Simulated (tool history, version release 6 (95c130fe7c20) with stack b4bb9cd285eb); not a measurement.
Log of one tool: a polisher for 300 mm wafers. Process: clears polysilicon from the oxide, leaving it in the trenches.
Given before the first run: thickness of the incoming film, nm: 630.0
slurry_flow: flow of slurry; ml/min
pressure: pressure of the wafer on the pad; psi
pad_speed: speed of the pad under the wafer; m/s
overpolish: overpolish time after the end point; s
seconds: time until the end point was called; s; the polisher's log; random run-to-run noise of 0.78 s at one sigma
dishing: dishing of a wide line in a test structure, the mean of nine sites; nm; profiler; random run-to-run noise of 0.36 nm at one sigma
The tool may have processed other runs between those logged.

{"run": 1, "hour": 0.0, "slurry_flow": 165, "pressure": 2.7, "pad_speed": 1.2, "overpolish": 11, "seconds": 39.543, "dishing": 50.418}
{"run": 2, "hour": 6.7, "slurry_flow": 170, "pressure": 2.6, "pad_speed": 1.18, "overpolish": 9, "seconds": 40.305, "dishing": 47.076}
{"run": 3, "hour": 14.3, "slurry_flow": 195, "pressure": 2.2, "pad_speed": 1.26, "overpolish": 7, "seconds": 46.751, "dishing": 42.098}
{"run": 4, "hour": 20.9, "slurry_flow": 195, "pressure": 2.2, "pad_speed": 1.56, "overpolish": 7, "seconds": 37.227, "dishing": 46.146}
{"run": 5, "hour": 22.6, "slurry_flow": 195, "pressure": 2.2, "pad_speed": 1.56, "overpolish": 9, "seconds": 38.349, "dishing": 49.653}
{"run": 6, "hour": 25.8, "slurry_flow": 195, "pressure": 2.2, "pad_speed": 1.68, "overpolish": 9, "seconds": 34.613, "dishing": 50.064}

Run 7 comes next. What will it give?
{"run": 7, "hour": 33.0, "slurry_flow": 215, "pressure": 2.6, "pad_speed": 1.36, "overpolish": 7, "seconds": "?", "dishing": "?"}

{"run 7": {"seconds": 36.037, "dishing": 46.379}}
